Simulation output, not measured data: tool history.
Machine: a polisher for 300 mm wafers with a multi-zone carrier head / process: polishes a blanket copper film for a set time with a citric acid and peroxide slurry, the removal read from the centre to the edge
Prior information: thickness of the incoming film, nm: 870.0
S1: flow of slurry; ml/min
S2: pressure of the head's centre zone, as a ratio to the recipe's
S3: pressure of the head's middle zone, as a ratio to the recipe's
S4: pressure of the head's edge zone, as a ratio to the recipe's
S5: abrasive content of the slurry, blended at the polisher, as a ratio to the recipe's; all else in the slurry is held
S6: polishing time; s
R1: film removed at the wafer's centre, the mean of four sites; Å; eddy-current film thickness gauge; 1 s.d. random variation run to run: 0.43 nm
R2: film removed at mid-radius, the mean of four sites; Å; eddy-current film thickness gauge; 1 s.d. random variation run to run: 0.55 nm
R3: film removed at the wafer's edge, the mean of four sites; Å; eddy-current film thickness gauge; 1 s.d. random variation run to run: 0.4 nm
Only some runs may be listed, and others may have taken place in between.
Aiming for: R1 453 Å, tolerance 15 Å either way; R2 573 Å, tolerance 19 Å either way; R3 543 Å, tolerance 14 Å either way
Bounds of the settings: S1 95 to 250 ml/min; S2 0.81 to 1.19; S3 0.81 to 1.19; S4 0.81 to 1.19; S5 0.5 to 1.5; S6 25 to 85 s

| run | hour | S1 | S2 | S3 | S4 | S5 | S6 | R1 | R2 | R3 |
|---|---|---|---|---|---|---|---|---|---|---|
| 1 | 0 | 160 | 1 | 1 | 1 | 1 | 55 | 1027.7 | 1050.5 | 1023.7 |
| 2 | 8.2 | 160 | 1 | 1 | 1 | 1.2 | 55 | 1071.4 | 1097.1 | 1063.9 |
| 3 | 12.2 | 145 | 0.94 | 1 | 0.97 | 1 | 47 | 811.2 | 883.58 | 852.27 |
| 4 | 17.8 | 130 | 0.9 | 1 | 0.95 | 0.85 | 42 | 667.45 | 750.64 | 725 |
| 5 | 20.4 | 130 | 0.9 | 1.04 | 0.95 | 0.85 | 42 | 661.76 | 777.39 | 716.6 |
| 6 | 25.7 | 130 | 0.9 | 1.04 | 0.95 | 0.85 | 51 | 799.35 | 938.8 | 863.41 |
| 7 | 30.9 | 120 | 0.87 | 1.04 | 0.95 | 0.75 | 45 | 639.07 | 792.01 | 743.92 |
| 8 | 38.4 | 115 | 0.85 | 1.03 | 0.92 | 0.65 | 42 | 580.11 | 698.37 | 668.02 |
| 9 | 41.2 | 95 | 0.81 | 1.08 | 0.93 | 0.5 | 32 | 378.01 | 511.54 | 468.47 |
| 10 | 45.1 | 120 | 0.81 | 1.07 | 0.95 | 0.5 | 32 | 397.59 | 525.71 | 489.63 |
| 11 | 50.7 | 140 | 0.81 | 1.06 | 0.96 | 0.5 | 32 | 420.62 | 543.27 | 503.22 |
| 12 | 53.6 | 150 | 0.81 | 1.05 | 0.98 | 0.5 | 32 | 426.15 | 553.61 | 508.38 |
| 13 | 62.2 | 155 | 0.81 | 1.04 | 1 | 0.5 | 32 | 427.17 | 548.16 | 513.08 |

Exercise: of the 4 proposed moves below, exactly one satisfies all targets within the stated allowed misses. Which move is it?
| A | 70.8 | 135 | 0.84 | 0.9 | 1.09 | 0.7 | 32 | ? | ? | ? |
| B | 70.8 | 170 | 0.81 | 1.02 | 1 | 0.55 | 33 | ? | ? | ? |
| C | 70.8 | 210 | 0.88 | 1.19 | 0.95 | 0.65 | 27 | ? | ? | ? |
| D | 70.8 | 130 | 0.81 | 0.94 | 1.04 | 0.5 | 34 | ? | ? | ? |

| move | R1 | R2 | R3 |
|---|---|---|---|
| A | 449.55 | 514.01 | 554.59 |
| B | 448.84 | 582.58 | 547.82 |
| C | 427.68 | 573.94 | 465.41 |
| D | 428.37 | 525.81 | 541.54 |
A: puts the biggest miss on target and leaves a different result outside tolerance
B: every result within its allowed miss
C: misses by more than the last run did
D: puts the biggest miss on target and leaves a different result outside tolerance
Move B is the one to make.
